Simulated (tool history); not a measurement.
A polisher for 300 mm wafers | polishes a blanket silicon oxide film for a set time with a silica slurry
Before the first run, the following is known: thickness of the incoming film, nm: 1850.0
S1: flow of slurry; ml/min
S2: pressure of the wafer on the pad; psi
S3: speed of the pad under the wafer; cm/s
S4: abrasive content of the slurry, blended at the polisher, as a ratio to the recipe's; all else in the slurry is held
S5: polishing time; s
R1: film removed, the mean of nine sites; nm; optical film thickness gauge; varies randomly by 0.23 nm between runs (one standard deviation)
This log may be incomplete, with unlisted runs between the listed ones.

run 1 hour=0.0 | S1=305 S2=5.3 S3=114 S4=1.00 S5=26 | R1=108.000
run 2 hour=6.1 | S1=300 S2=4.4 S3=94 S4=0.95 S5=26 | R1=75.635
run 3 hour=10.0 | S1=300 S2=4.4 S3=94 S4=0.95 S5=26 | R1=75.588
run 4 hour=18.8 | S1=300 S2=4.4 S3=94 S4=0.95 S5=26 | R1=74.390
run 5 hour=22.2 | S1=295 S2=3.7 S3=84 S4=0.95 S5=26 | R1=57.971
run 6 hour=24.1 | S1=270 S2=3.7 S3=84 S4=0.95 S5=26 | R1=57.659
run 7 hour=28.7 | S1=250 S2=3.3 S3=80 S4=0.95 S5=26 | R1=49.168

Forecast run 8:
run 8 hour=29.5 | S1=230 S2=3.0 S3=80 S4=0.95 S5=26 | R1=?

R1: 45.149 nm
